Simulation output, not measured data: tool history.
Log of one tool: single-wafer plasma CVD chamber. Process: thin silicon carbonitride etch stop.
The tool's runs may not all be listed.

run	day	RF power (kW)	deposition time (s)	mean film thickness on the monitor wafer (Å)
1	0	0.225	12.1	69.116
2	0.229	0.245	12.1	70.35
3	0.558	0.22	12.1	68.316
4	0.683	0.24	12.4	71.746
5	1.029	0.27	12.4	73.875
6	1.371	0.29	12.4	75.789
7	1.633	0.29	12.6	76.63

Run 8, settings as shown, results not yet in. Your forecast:
8	1.85	0.29	12.7	?

{"run 8": {"mean film thickness on the monitor wafer (Å)": 77.642}}

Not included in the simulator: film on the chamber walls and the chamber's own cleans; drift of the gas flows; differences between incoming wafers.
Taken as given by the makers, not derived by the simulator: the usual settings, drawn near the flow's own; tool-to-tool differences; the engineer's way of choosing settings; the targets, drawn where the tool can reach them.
